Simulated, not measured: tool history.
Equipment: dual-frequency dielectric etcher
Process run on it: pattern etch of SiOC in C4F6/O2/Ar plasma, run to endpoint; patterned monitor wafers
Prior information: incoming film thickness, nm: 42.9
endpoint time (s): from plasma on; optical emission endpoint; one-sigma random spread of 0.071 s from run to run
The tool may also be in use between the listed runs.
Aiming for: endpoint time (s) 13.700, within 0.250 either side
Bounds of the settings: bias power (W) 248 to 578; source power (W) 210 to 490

{"run": 1, "hour": 0.0, "bias power (W)": 413, "source power (W)": 350, "endpoint time (s)": 16.574}
{"run": 2, "hour": 7.1, "bias power (W)": 342, "source power (W)": 350, "endpoint time (s)": 17.395}
{"run": 3, "hour": 11.4, "bias power (W)": 293, "source power (W)": 350, "endpoint time (s)": 18.303}
{"run": 4, "hour": 17.1, "bias power (W)": 293, "source power (W)": 320, "endpoint time (s)": 19.068}
{"run": 5, "hour": 20.7, "bias power (W)": 333, "source power (W)": 320, "endpoint time (s)": 18.207}
{"run": 6, "hour": 24.7, "bias power (W)": 269, "source power (W)": 320, "endpoint time (s)": 19.443}
{"run": 7, "hour": 30.4, "bias power (W)": 362, "source power (W)": 350, "endpoint time (s)": 17.077}
{"run": 8, "hour": 39.0, "bias power (W)": 425, "source power (W)": 360, "endpoint time (s)": 16.124}
{"run": 9, "hour": 44.9, "bias power (W)": 507, "source power (W)": 430, "endpoint time (s)": 14.096}

Consider the 5 candidate settings below. Which is the only one whose results all fall within their allowed miss of target?
{"run": "A", "hour": 50.8, "bias power (W)": 463, "source power (W)": 430, "endpoint time (s)": "?"}
{"run": "B", "hour": 50.8, "bias power (W)": 497, "source power (W)": 420, "endpoint time (s)": "?"}
{"run": "C", "hour": 50.8, "bias power (W)": 467, "source power (W)": 430, "endpoint time (s)": "?"}
{"run": "D", "hour": 50.8, "bias power (W)": 489, "source power (W)": 400, "endpoint time (s)": "?"}
{"run": "E", "hour": 50.8, "bias power (W)": 578, "source power (W)": 400, "endpoint time (s)": "?"}

move=A endpoint_time_(s)=14.452
move=B endpoint_time_(s)=14.244
move=C endpoint_time_(s)=14.409
move=D endpoint_time_(s)=14.627
move=E endpoint_time_(s)=13.787
A: misses by more than the last run did
B: misses by more than the last run did
C: misses by more than the last run did
D: misses by more than the last run did
E: meets every target
E meets every target.

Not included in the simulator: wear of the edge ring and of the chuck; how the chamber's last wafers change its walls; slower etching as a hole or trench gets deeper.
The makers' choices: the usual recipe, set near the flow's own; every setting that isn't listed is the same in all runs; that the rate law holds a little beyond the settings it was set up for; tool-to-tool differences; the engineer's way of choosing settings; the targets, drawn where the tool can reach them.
